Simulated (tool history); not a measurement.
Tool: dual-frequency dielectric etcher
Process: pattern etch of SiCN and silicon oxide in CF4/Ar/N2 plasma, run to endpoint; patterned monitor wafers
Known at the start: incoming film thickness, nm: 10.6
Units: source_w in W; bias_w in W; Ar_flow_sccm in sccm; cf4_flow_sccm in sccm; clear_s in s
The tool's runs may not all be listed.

{"run": 1, "hour": 0.0, "source_w": 540, "bias_w": 50, "Ar_flow_sccm": 131, "cf4_flow_sccm": 79, "clear_s": 11.273}
{"run": 2, "hour": 5.9, "source_w": 540, "bias_w": 50, "Ar_flow_sccm": 131, "cf4_flow_sccm": 69, "clear_s": 11.771}
{"run": 3, "hour": 6.7, "source_w": 540, "bias_w": 46, "Ar_flow_sccm": 131, "cf4_flow_sccm": 69, "clear_s": 12.15}
{"run": 4, "hour": 11.0, "source_w": 510, "bias_w": 44, "Ar_flow_sccm": 133, "cf4_flow_sccm": 69, "clear_s": 13.198}
{"run": 5, "hour": 13.8, "source_w": 510, "bias_w": 44, "Ar_flow_sccm": 147, "cf4_flow_sccm": 69, "clear_s": 13.475}
{"run": 6, "hour": 18.1, "source_w": 490, "bias_w": 43, "Ar_flow_sccm": 147, "cf4_flow_sccm": 69, "clear_s": 14.302}
{"run": 7, "hour": 19.8, "source_w": 470, "bias_w": 43, "Ar_flow_sccm": 147, "cf4_flow_sccm": 69, "clear_s": 15.167}
{"run": 8, "hour": 26.1, "source_w": 470, "bias_w": 43, "Ar_flow_sccm": 147, "cf4_flow_sccm": 69, "clear_s": 15.039}
{"run": 9, "hour": 35.1, "source_w": 450, "bias_w": 43, "Ar_flow_sccm": 147, "cf4_flow_sccm": 69, "clear_s": 15.72}
{"run": 10, "hour": 42.0, "source_w": 440, "bias_w": 43, "Ar_flow_sccm": 147, "cf4_flow_sccm": 69, "clear_s": 16.293}

Run 11 comes next. What will it give?
{"run": 11, "hour": 48.1, "source_w": 430, "bias_w": 43, "Ar_flow_sccm": 147, "cf4_flow_sccm": 69, "clear_s": "?"}

{"run 11": {"clear_s": 16.556}}

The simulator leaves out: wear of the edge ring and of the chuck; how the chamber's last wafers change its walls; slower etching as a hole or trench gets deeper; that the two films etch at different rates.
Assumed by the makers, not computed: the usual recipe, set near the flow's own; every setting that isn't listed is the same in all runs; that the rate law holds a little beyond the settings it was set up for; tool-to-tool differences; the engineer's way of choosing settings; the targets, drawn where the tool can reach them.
